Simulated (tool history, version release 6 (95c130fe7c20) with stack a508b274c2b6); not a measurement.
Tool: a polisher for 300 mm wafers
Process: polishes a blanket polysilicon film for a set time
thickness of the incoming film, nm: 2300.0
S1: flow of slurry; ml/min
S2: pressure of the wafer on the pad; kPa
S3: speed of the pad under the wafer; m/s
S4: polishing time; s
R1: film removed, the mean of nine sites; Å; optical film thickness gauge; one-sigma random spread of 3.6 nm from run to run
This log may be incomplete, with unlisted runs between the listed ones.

Run 1, hour 0.0: S1 295 ml/min, S2 22.8 kPa, S3 1.10 m/s, S4 93 s. Result: R1 11225.0 Å.
Run 2, hour 6.4: S1 295 ml/min, S2 22.8 kPa, S3 1.22 m/s, S4 93 s. Result: R1 12541.0 Å.
Run 3, hour 15.3: S1 295 ml/min, S2 22.8 kPa, S3 1.46 m/s, S4 93 s. Result: R1 14703.0 Å.
Run 4, hour 20.4: S1 285 ml/min, S2 19.3 kPa, S3 1.34 m/s, S4 93 s. Result: R1 11671.0 Å.
Run 5, hour 23.0: S1 285 ml/min, S2 19.3 kPa, S3 1.14 m/s, S4 93 s. Result: R1 10009.0 Å.
Run 6, hour 31.0: S1 285 ml/min, S2 19.3 kPa, S3 1.14 m/s, S4 93 s. Result: R1 9969.6 Å.

Run 7 is up next; what results do you expect?
Run 7, hour 33.8: S1 265 ml/min, S2 12.4 kPa, S3 0.96 m/s, S4 93 s. Result: R1 ?.

{"run 7": {"R1": 5563.0}}
